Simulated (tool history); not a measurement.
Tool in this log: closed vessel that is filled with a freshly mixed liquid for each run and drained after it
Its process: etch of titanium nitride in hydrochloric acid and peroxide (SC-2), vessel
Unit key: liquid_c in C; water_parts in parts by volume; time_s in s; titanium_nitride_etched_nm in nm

run 1 hour=0.0 | liquid_c=48.0 water_parts=6 time_s=285 | titanium_nitride_etched_nm=12.3570
run 2 hour=3.9 | liquid_c=43.0 water_parts=6 time_s=285 | titanium_nitride_etched_nm=8.6371
run 3 hour=6.8 | liquid_c=43.5 water_parts=6 time_s=285 | titanium_nitride_etched_nm=9.0607
run 4 hour=15.4 | liquid_c=43.5 water_parts=5 time_s=285 | titanium_nitride_etched_nm=10.3920
-- hour=22.7 chemicals flow meter replaced
run 5 hour=22.7 | liquid_c=43.0 water_parts=5 time_s=285 | titanium_nitride_etched_nm=10.8160
run 6 hour=23.3 | liquid_c=36.5 water_parts=5 time_s=285 | titanium_nitride_etched_nm=6.7435
run 7 hour=24.6 | liquid_c=38.0 water_parts=5 time_s=285 | titanium_nitride_etched_nm=7.5468

Expected results for the next run?
run 8 hour=25.8 | liquid_c=39.0 water_parts=5 time_s=285 | titanium_nitride_etched_nm=?

titanium_nitride_etched_nm: 8.1346 nm

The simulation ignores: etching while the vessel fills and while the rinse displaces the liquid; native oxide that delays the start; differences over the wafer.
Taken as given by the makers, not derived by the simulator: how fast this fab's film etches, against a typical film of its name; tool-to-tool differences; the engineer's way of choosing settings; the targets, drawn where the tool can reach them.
